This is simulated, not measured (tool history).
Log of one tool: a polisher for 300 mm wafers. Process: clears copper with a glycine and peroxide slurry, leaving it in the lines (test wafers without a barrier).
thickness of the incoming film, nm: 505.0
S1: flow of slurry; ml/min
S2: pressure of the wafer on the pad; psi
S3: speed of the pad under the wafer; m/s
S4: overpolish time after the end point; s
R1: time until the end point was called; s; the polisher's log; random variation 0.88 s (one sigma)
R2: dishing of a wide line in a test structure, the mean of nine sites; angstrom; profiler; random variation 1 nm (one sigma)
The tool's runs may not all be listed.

Run 1, day 0: S1 185 ml/min, S2 2.2 psi, S3 1.06 m/s, S4 27 s. Result: R1 117.21 s, R2 623.16 angstrom.
Run 2, day 0.1: S1 185 ml/min, S2 2.2 psi, S3 1.06 m/s, S4 37 s. Result: R1 114.94 s, R2 737.07 angstrom.
Run 3, day 0.217: S1 185 ml/min, S2 2.2 psi, S3 1.06 m/s, S4 29 s. Result: R1 114.79 s, R2 630.27 angstrom.
Run 4, day 0.429: S1 190 ml/min, S2 2.3 psi, S3 1.06 m/s, S4 31 s. Result: R1 110.41 s, R2 706.9 angstrom.
Run 5, day 0.542: S1 160 ml/min, S2 2.3 psi, S3 1.06 m/s, S4 31 s. Result: R1 114.11 s, R2 655.01 angstrom.
Run 6, day 0.7: S1 160 ml/min, S2 2.3 psi, S3 0.86 m/s, S4 31 s. Result: R1 136.51 s, R2 614.79 angstrom.
Run 7, day 1.042: S1 180 ml/min, S2 2.4 psi, S3 0.86 m/s, S4 31 s. Result: R1 127.87 s, R2 646.73 angstrom.

Run 8 comes next. What will it give?
At day 1.112: slurry nozzle cleaned.
Run 8, day 1.112: S1 195 ml/min, S2 2.5 psi, S3 0.86 m/s, S4 31 s. Result: R1 ?, R2 ?.

R1: 117.93 s
R2: 681.19 angstrom

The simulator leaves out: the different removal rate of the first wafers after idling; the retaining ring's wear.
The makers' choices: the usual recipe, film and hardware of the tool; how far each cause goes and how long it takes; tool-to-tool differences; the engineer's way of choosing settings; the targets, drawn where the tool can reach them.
